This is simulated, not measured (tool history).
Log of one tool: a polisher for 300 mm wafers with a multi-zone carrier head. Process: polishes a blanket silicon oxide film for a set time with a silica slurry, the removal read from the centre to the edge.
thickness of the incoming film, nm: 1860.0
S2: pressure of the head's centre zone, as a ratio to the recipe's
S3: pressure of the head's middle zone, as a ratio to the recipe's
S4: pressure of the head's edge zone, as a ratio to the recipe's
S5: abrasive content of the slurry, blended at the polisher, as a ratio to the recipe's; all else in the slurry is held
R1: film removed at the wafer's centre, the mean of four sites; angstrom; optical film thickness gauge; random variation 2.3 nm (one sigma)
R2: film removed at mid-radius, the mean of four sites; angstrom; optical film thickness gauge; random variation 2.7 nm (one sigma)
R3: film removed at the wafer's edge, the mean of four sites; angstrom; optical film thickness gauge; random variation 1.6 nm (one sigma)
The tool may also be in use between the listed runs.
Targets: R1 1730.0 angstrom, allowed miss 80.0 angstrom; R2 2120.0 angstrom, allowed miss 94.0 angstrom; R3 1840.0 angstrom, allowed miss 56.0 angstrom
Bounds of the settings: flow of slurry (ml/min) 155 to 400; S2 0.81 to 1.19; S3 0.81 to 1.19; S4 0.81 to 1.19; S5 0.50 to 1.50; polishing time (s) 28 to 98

run 1 hour=0.0 | flow_of_slurry_(ml/min)=255 S2=1.00 S3=1.00 S4=1.00 S5=1.00 polishing_time_(s)=63 | R1=2378.9 R2=2437.8 R3=2416.6
run 2 hour=1.5 | flow_of_slurry_(ml/min)=255 S2=1.00 S3=1.00 S4=1.08 S5=1.00 polishing_time_(s)=63 | R1=2418.6 R2=2435.0 R3=2535.2
run 3 hour=8.4 | flow_of_slurry_(ml/min)=255 S2=1.00 S3=1.00 S4=1.08 S5=1.00 polishing_time_(s)=78 | R1=2976.3 R2=3019.0 R3=3110.5
run 4 hour=16.6 | flow_of_slurry_(ml/min)=255 S2=0.99 S3=1.01 S4=1.06 S5=0.95 polishing_time_(s)=77 | R1=2903.3 R2=2966.5 R3=3002.9
run 5 hour=21.5 | flow_of_slurry_(ml/min)=255 S2=0.97 S3=1.02 S4=1.04 S5=0.90 polishing_time_(s)=75 | R1=2685.6 R2=2922.8 R3=2843.3
run 6 hour=22.5 | flow_of_slurry_(ml/min)=255 S2=0.96 S3=1.02 S4=1.02 S5=0.85 polishing_time_(s)=73 | R1=2544.3 R2=2739.9 R3=2665.2
run 7 hour=24.0 | flow_of_slurry_(ml/min)=255 S2=0.95 S3=1.02 S4=1.00 S5=0.80 polishing_time_(s)=72 | R1=2414.4 R2=2685.7 R3=2594.4
run 8 hour=32.8 | flow_of_slurry_(ml/min)=255 S2=0.95 S3=1.03 S4=0.99 S5=0.75 polishing_time_(s)=71 | R1=2410.2 R2=2620.3 R3=2458.9
run 9 hour=37.5 | flow_of_slurry_(ml/min)=255 S2=0.94 S3=1.03 S4=0.98 S5=0.70 polishing_time_(s)=70 | R1=2297.1 R2=2465.4 R3=2369.5
run 10 hour=42.7 | flow_of_slurry_(ml/min)=255 S2=0.93 S3=1.04 S4=0.97 S5=0.70 polishing_time_(s)=69 | R1=2216.4 R2=2431.6 R3=2345.1
run 11 hour=50.6 | flow_of_slurry_(ml/min)=255 S2=0.93 S3=1.04 S4=0.97 S5=0.70 polishing_time_(s)=69 | R1=2238.6 R2=2461.9 R3=2311.8
run 12 hour=51.5 | flow_of_slurry_(ml/min)=255 S2=0.92 S3=1.04 S4=0.96 S5=0.70 polishing_time_(s)=68 | R1=2178.7 R2=2429.4 R3=2310.6
run 13 hour=54.1 | flow_of_slurry_(ml/min)=255 S2=0.91 S3=1.05 S4=0.95 S5=0.70 polishing_time_(s)=67 | R1=2144.5 R2=2479.7 R3=2223.3
run 14 hour=63.0 | flow_of_slurry_(ml/min)=255 S2=0.90 S3=1.05 S4=0.94 S5=0.70 polishing_time_(s)=66 | R1=2072.7 R2=2368.6 R3=2221.0
run 15 hour=67.6 | flow_of_slurry_(ml/min)=255 S2=0.90 S3=1.06 S4=0.93 S5=0.70 polishing_time_(s)=65 | R1=2054.3 R2=2396.1 R3=2138.0
run 16 hour=69.6 | flow_of_slurry_(ml/min)=255 S2=0.89 S3=1.06 S4=0.92 S5=0.70 polishing_time_(s)=65 | R1=2018.5 R2=2401.9 R3=2134.5
run 17 hour=71.6 | flow_of_slurry_(ml/min)=255 S2=0.89 S3=1.06 S4=0.92 S5=0.70 polishing_time_(s)=65 | R1=2046.8 R2=2345.7 R3=2171.5
run 18 hour=80.3 | flow_of_slurry_(ml/min)=255 S2=0.89 S3=1.07 S4=0.92 S5=0.70 polishing_time_(s)=65 | R1=2010.4 R2=2386.4 R3=2128.8
run 19 hour=85.9 | flow_of_slurry_(ml/min)=255 S2=0.89 S3=1.07 S4=0.91 S5=0.70 polishing_time_(s)=65 | R1=2004.0 R2=2320.3 R3=2144.2
run 20 hour=88.7 | flow_of_slurry_(ml/min)=255 S2=0.89 S3=1.08 S4=0.91 S5=0.70 polishing_time_(s)=65 | R1=2002.1 R2=2422.4 R3=2150.2

Which of these 5 next moves meets every target?
run A hour=91.5 | flow_of_slurry_(ml/min)=320 S2=0.88 S3=1.08 S4=0.88 S5=0.70 polishing_time_(s)=53 | R1=? R2=? R3=?
run B hour=91.5 | flow_of_slurry_(ml/min)=305 S2=1.19 S3=1.02 S4=0.88 S5=0.50 polishing_time_(s)=65 | R1=? R2=? R3=?
run C hour=91.5 | flow_of_slurry_(ml/min)=210 S2=0.85 S3=1.00 S4=1.01 S5=1.05 polishing_time_(s)=71 | R1=? R2=? R3=?
run D hour=91.5 | flow_of_slurry_(ml/min)=300 S2=0.87 S3=1.08 S4=0.88 S5=0.90 polishing_time_(s)=52 | R1=? R2=? R3=?
run E hour=91.5 | flow_of_slurry_(ml/min)=295 S2=0.99 S3=1.19 S4=0.81 S5=0.55 polishing_time_(s)=68 | R1=? R2=? R3=?

move=A R1=1711.3 R2=2023.7 R3=1744.2
move=B R1=2362.6 R2=2110.6 R3=1915.7
move=C R1=2424.8 R2=2771.1 R3=2735.3
move=D R1=1795.9 R2=2143.2 R3=1849.7
move=E R1=2202.5 R2=2590.8 R3=1989.0
A: takes the result that was furthest off past its target
B: further off than the last run
C: further off than the last run
D: meets every target
E: further off than the last run
Move D is the one to make.
